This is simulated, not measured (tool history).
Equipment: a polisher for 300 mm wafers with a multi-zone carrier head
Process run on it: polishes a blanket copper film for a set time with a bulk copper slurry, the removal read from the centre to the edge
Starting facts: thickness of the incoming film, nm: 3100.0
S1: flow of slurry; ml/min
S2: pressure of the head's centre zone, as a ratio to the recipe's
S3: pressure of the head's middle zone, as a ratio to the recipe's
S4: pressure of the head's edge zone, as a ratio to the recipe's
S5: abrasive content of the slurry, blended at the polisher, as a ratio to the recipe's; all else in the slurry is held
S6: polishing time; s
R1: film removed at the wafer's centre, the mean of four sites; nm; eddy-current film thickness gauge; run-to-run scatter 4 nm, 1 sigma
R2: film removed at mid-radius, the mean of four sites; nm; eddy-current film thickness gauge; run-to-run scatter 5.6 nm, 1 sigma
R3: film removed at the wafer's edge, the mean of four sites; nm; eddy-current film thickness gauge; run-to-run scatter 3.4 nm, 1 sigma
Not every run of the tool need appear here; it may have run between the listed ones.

{"run": 1, "hour": 0.0, "S1": 125, "S2": 1.0, "S3": 1.0, "S4": 1.0, "S5": 1.0, "S6": 58, "R1": 494.72, "R2": 508.34, "R3": 474.22}
{"run": 2, "hour": 4.8, "S1": 140, "S2": 1.0, "S3": 1.0, "S4": 1.0, "S5": 1.0, "S6": 58, "R1": 515.03, "R2": 507.56, "R3": 486.88}
{"run": 3, "hour": 13.5, "S1": 165, "S2": 1.0, "S3": 1.0, "S4": 1.0, "S5": 1.0, "S6": 58, "R1": 532.06, "R2": 525.01, "R3": 496.8}
{"run": 4, "hour": 16.1, "S1": 165, "S2": 0.93, "S3": 1.0, "S4": 1.0, "S5": 1.0, "S6": 58, "R1": 498.54, "R2": 528.68, "R3": 494.24}
{"run": 5, "hour": 22.8, "S1": 145, "S2": 0.9, "S3": 0.94, "S4": 0.99, "S5": 0.9, "S6": 58, "R1": 458.76, "R2": 489.68, "R3": 473.6}
{"run": 6, "hour": 24.6, "S1": 145, "S2": 0.9, "S3": 0.9, "S4": 0.99, "S5": 0.9, "S6": 58, "R1": 457.83, "R2": 448.11, "R3": 475.19}
{"run": 7, "hour": 27.8, "S1": 130, "S2": 0.88, "S3": 0.88, "S4": 0.97, "S5": 0.85, "S6": 58, "R1": 429.83, "R2": 441.4, "R3": 458.81}

What will run 8 give?
{"run": 8, "hour": 31.9, "S1": 120, "S2": 0.88, "S3": 0.86, "S4": 0.96, "S5": 0.8, "S6": 58, "R1": "?", "R2": "?", "R3": "?"}

{"run 8": {"R1": 416.83, "R2": 413.2, "R3": 457.78}}
